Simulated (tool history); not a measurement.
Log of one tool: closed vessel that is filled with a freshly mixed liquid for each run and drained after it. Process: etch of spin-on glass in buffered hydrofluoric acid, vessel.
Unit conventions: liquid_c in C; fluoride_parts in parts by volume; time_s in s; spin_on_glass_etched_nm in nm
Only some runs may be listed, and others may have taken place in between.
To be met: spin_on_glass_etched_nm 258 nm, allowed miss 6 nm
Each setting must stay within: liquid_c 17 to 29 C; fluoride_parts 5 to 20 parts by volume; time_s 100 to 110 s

run	hour	liquid_c	fluoride_parts	time_s	spin_on_glass_etched_nm
1	0	21	12	100	295.66
2	1.2	21	12	110	327.91
3	2.4	21	12	100	300.77
4	7.8	20.5	12	100	286.19
5	10.5	20.5	12	100	287.44
6	16.2	20.5	8.5	100	393.83
7	18.5	20	9	100	358.03
8	21.3	19.5	9.5	100	337.01
9	28.4	17	11.5	100	244.59

Below are 5 possible settings for the next run. Only one of them brings all results inside the allowed miss of their targets. Which is it?
A	35.5	18.5	14	100	?
B	35.5	17.5	14	110	?
C	35.5	17.5	12	105	?
D	35.5	20.5	15.5	105	?
E	35.5	17	12	100	?

move	spin_on_glass_etched_nm
A	223.91
B	232.71
C	258.38
D	238.05
E	239.16
A: further off than the last run
B: further off than the last run
C: every result within its allowed miss
D: further off than the last run
E: further off than the last run
C meets every target.
